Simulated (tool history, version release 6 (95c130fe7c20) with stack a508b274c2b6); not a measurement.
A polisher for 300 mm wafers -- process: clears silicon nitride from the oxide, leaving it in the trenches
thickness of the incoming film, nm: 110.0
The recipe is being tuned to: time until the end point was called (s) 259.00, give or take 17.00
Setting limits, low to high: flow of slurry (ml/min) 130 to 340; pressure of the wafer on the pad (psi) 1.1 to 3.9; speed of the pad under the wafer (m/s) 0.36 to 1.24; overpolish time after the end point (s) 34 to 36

| run | hour | flow of slurry (ml/min) | pressure of the wafer on the pad (psi) | speed of the pad under the wafer (m/s) | overpolish time after the end point (s) | time until the end point was called (s) |
|---|---|---|---|---|---|---|
| 1 | 0.0 | 220 | 2.5 | 0.80 | 34 | 153.83 |
| 2 | 4.6 | 220 | 2.9 | 0.80 | 34 | 136.08 |
| 3 | 12.6 | 195 | 2.9 | 0.80 | 34 | 140.61 |
| 4 | 19.0 | 190 | 2.4 | 0.78 | 34 | 156.88 |
| 5 | 28.0 | 190 | 2.1 | 0.70 | 34 | 192.28 |
| 6 | 31.7 | 190 | 2.1 | 0.70 | 34 | 191.42 |
| 7 | 37.9 | 190 | 1.9 | 0.68 | 34 | 212.49 |
| 8 | 38.7 | 190 | 1.7 | 0.66 | 34 | 233.39 |

Next run, 5 choices. One meets every target within its allowed miss, the rest don't. Which?
| A | 39.5 | 170 | 1.8 | 0.70 | 35 | ? |
| B | 39.5 | 130 | 1.2 | 0.76 | 36 | ? |
| C | 39.5 | 200 | 1.8 | 0.76 | 36 | ? |
| D | 39.5 | 200 | 1.5 | 0.84 | 34 | ? |
| E | 39.5 | 155 | 2.3 | 0.60 | 36 | ? |

| move | time until the end point was called (s) |
|---|---|
| A | 214.34 |
| B | 254.49 |
| C | 195.25 |
| D | 197.28 |
| E | 214.28 |
A: misses by more than the last run did
B: every result lands within tolerance
C: misses by more than the last run did
D: misses by more than the last run did
E: misses by more than the last run did
So the answer is move B, the one that meets all the targets.
